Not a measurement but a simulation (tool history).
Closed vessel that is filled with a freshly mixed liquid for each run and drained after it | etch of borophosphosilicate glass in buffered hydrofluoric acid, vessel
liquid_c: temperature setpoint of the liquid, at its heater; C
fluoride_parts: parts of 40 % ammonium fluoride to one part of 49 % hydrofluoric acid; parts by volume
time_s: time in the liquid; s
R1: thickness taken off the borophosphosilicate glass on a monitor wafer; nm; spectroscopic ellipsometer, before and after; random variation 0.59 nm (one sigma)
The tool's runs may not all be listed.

Run 1, hour 0.0: liquid_c 24.0 C, fluoride_parts 14 parts by volume, time_s 100 s. Result: R1 108.82 nm.
Run 2, hour 1.6: liquid_c 25.0 C, fluoride_parts 14 parts by volume, time_s 100 s. Result: R1 115.00 nm.
Run 3, hour 5.2: liquid_c 26.0 C, fluoride_parts 14 parts by volume, time_s 100 s. Result: R1 121.07 nm.
Run 4, hour 9.5: liquid_c 29.0 C, fluoride_parts 14 parts by volume, time_s 100 s. Result: R1 141.95 nm.
Run 5, hour 11.6: liquid_c 29.5 C, fluoride_parts 14 parts by volume, time_s 100 s. Result: R1 145.17 nm.
Run 6, hour 19.9: liquid_c 30.0 C, fluoride_parts 14 parts by volume, time_s 100 s. Result: R1 149.33 nm.

Run 7 comes next. What will it give?
Run 7, hour 29.1: liquid_c 30.5 C, fluoride_parts 14 parts by volume, time_s 100 s. Result: R1 ?.

R1: 153.33 nm
